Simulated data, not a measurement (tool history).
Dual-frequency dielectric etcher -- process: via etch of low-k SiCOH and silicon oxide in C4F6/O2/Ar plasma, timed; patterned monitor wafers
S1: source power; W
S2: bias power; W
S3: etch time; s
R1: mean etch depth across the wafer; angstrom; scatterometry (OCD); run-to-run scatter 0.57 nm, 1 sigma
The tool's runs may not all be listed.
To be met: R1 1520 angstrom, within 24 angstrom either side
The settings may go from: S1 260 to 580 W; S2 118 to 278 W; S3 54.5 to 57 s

run  hour   S1   S2    S3      R1
  1     0  420  198  54.5  1376.2
  2   2.4  450  198  54.5  1433.8
  3   5.7  400  198  54.5    1349
  4  12.6  400  198    57  1404.8
  5  21.4  450  198    57  1495.3
  6  25.4  390  198    57  1381.7
  7  30.6  390  198    57  1395.3
  8    35  410  199    57    1426
  9  40.9  420  200    57  1438.4
 10  42.9  430  201    57  1462.4

Which one of the following 5 next-run settings gets every result inside its allowed miss? There is exactly one.
  A  44.9  480  221    56   ?
  B  44.9  470  222    55   ?
  C  44.9  480  186    55   ?
  D  44.9  460  217  54.5   ?
  E  44.9  460  200    55   ?

move      R1
   A  1558.6
   B  1517.9
   C  1457.5
   D  1479.3
   E  1458.3
A: takes the result that was furthest off past its target
B: meets every target
C: its largest miss is bigger than the last run's
D: moves toward the targets from the last run without getting all of them in spec
E: its largest miss is bigger than the last run's
Go with B: it meets all targets.
